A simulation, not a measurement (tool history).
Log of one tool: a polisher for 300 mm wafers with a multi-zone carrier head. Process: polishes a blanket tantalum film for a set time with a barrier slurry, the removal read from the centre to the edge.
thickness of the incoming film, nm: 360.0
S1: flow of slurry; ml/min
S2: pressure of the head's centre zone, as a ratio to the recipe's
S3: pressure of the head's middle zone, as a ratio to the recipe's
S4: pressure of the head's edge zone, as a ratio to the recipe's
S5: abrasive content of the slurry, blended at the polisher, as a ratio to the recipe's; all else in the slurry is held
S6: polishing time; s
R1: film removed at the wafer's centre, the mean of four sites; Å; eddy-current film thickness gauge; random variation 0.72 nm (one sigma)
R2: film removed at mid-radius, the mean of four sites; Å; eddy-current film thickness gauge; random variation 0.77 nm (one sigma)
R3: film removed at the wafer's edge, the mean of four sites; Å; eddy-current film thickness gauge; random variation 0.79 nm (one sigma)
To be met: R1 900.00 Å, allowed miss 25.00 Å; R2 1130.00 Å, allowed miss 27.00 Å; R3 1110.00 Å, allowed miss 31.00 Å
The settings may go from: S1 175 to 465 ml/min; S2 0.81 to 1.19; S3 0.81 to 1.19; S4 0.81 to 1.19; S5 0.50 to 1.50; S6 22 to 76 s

run,day,S1,S2,S3,S4,S5,S6,R1,R2,R3
1,0.000,295,1.00,1.00,1.00,1.00,49,725.68,751.78,735.10
2,0.096,295,0.98,1.02,1.03,1.10,51,764.44,818.46,777.21
3,0.450,295,1.06,1.02,1.03,1.10,51,807.75,803.14,790.69
4,0.679,275,1.02,1.02,1.06,1.15,53,823.77,833.73,832.52
5,0.900,275,1.02,1.02,1.06,0.95,53,789.63,801.52,804.30
6,1.088,265,0.98,1.03,1.08,1.05,55,803.76,857.30,856.08
7,1.204,260,0.96,1.04,1.10,1.10,56,798.70,886.14,893.73
8,1.571,265,0.95,1.05,1.11,1.15,57,804.58,914.84,912.76
9,1.883,265,0.95,1.06,1.12,1.20,58,851.77,951.02,941.31
10,2.067,260,0.93,1.07,1.13,1.25,59,835.83,985.72,956.59
11,2.350,265,0.92,1.07,1.14,1.30,60,841.94,1002.40,993.74
12,2.692,270,0.92,1.08,1.15,1.35,61,860.19,1045.80,1021.90
13,2.850,275,0.92,1.08,1.16,1.40,61,872.12,1047.20,1029.20

Which of these 4 next moves meets every target?
A,3.008,280,0.96,1.01,1.19,1.40,59,?,?,?
B,3.008,310,1.01,1.09,1.09,1.50,57,?,?,?
C,3.008,210,0.92,1.15,1.08,1.25,62,?,?,?
D,3.008,305,0.85,1.04,1.09,1.50,66,?,?,?

move,R1,R2,R3
A,874.85,950.82,1028.40
B,911.92,1002.90,968.27
C,826.50,1051.70,976.10
D,885.40,1114.70,1120.50
A: further off than the last run
B: further off than the last run
C: further off than the last run
D: meets every target
Answer: D

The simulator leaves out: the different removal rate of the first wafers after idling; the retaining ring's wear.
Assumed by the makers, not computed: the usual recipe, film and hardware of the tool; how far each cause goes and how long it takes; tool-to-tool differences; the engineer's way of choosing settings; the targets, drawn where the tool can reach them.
